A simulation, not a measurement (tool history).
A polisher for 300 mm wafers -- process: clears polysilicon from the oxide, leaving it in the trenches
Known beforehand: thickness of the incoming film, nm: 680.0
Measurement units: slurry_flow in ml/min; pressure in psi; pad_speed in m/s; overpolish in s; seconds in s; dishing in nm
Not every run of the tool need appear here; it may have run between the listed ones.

Run 1, hour 0.0: slurry_flow 290 ml/min, pressure 2.9 psi, pad_speed 1.26 m/s, overpolish 17 s. Result: seconds 35.255 s, dishing 55.258 nm.
Run 2, hour 7.7: slurry_flow 260 ml/min, pressure 2.9 psi, pad_speed 1.26 m/s, overpolish 17 s. Result: seconds 34.948 s, dishing 56.263 nm.
Run 3, hour 12.9: slurry_flow 285 ml/min, pressure 2.4 psi, pad_speed 1.18 m/s, overpolish 16 s. Result: seconds 43.957 s, dishing 56.662 nm.
Run 4, hour 21.1: slurry_flow 285 ml/min, pressure 2.0 psi, pad_speed 1.18 m/s, overpolish 16 s. Result: seconds 52.545 s, dishing 53.572 nm.
Run 5, hour 24.1: slurry_flow 280 ml/min, pressure 1.8 psi, pad_speed 1.12 m/s, overpolish 16 s. Result: seconds 62.239 s, dishing 53.469 nm.
Run 6, hour 32.4: slurry_flow 280 ml/min, pressure 1.8 psi, pad_speed 1.12 m/s, overpolish 9 s. Result: seconds 60.577 s, dishing 44.616 nm.
Run 7, hour 33.5: slurry_flow 280 ml/min, pressure 1.7 psi, pad_speed 1.12 m/s, overpolish 12 s. Result: seconds 63.982 s, dishing 50.340 nm.
Run 8, hour 39.8: slurry_flow 280 ml/min, pressure 1.6 psi, pad_speed 1.12 m/s, overpolish 13 s. Result: seconds 69.815 s, dishing 49.973 nm.
Run 9, hour 43.5: slurry_flow 275 ml/min, pressure 1.6 psi, pad_speed 1.12 m/s, overpolish 14 s. Result: seconds 69.220 s, dishing 50.888 nm.

Expected results for the next run?
Run 10, hour 46.7: slurry_flow 265 ml/min, pressure 1.6 psi, pad_speed 1.12 m/s, overpolish 15 s. Result: seconds ?, dishing ?.

{"run 10": {"seconds": 69.708, "dishing": 52.152}}
